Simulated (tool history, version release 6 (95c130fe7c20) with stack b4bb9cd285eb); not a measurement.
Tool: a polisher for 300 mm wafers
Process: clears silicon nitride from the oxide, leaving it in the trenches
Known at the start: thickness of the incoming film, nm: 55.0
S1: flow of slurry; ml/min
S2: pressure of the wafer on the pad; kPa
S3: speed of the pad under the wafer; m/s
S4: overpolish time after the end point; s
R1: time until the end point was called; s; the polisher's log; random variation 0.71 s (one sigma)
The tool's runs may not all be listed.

Run 1, day 0: S1 125 ml/min, S2 19.3 kPa, S3 0.88 m/s, S4 21 s. Result: R1 67.979 s.
Run 2, day 0.108: S1 125 ml/min, S2 22.1 kPa, S3 0.9 m/s, S4 21 s. Result: R1 61.633 s.
Run 3, day 0.462: S1 125 ml/min, S2 24.8 kPa, S3 0.96 m/s, S4 21 s. Result: R1 52.616 s.
Run 4, day 0.621: S1 100 ml/min, S2 24.8 kPa, S3 0.96 m/s, S4 21 s. Result: R1 54.75 s.
Run 5, day 0.917: S1 75 ml/min, S2 24.8 kPa, S3 0.96 m/s, S4 21 s. Result: R1 60.089 s.
Run 6, day 1.208: S1 90 ml/min, S2 26.2 kPa, S3 0.98 m/s, S4 21 s. Result: R1 51.228 s.

The next listed run, before its measurement:
Run 7, day 1.504: S1 100 ml/min, S2 27.6 kPa, S3 0.98 m/s, S4 21 s. Result: R1 ?.

R1: 50.936 s
